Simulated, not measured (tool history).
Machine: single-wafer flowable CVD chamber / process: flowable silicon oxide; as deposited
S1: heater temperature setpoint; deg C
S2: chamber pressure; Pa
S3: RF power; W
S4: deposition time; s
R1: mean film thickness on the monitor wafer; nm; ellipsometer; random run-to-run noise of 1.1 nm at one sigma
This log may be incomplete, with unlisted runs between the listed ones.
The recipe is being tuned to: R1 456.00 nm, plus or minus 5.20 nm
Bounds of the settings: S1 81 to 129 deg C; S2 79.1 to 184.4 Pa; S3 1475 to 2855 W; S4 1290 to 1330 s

run  hour   S1     S2    S3    S4      R1
  1   0.0  105  131.7  2165  1290  783.27
  2   1.0  107  131.7  2165  1290  734.51
  3   5.4  107  143.7  2165  1290  798.81
  4   9.4  109  143.7  2165  1290  748.09
  5  13.1  111  143.7  2165  1290  700.66
  6  19.6  113  143.7  2165  1290  657.73
  7  21.2  115  143.7  2165  1290  618.92
  8  29.1  116  143.7  2165  1290  603.08

Exactly one of the 5 candidate moves below puts every result within its allowed miss. Which one?
  A  37.0  112  147.6  2100  1310   ?
  B  37.0  118  170.3  2110  1330   ?
  C  37.0  115  168.5  2390  1330   ?
  D  37.0  124  162.3  2420  1290   ?
  E  37.0  121  124.7  2375  1290   ?

move      R1
   A  702.34
   B  676.82
   C  747.96
   D  541.41
   E  457.11
A: moves away from the targets compared with the last run
B: moves away from the targets compared with the last run
C: moves away from the targets compared with the last run
D: moves toward the targets from the last run without getting all of them in spec
E: hits every target within its allowed miss
E is the move that brings every result within its allowed miss.
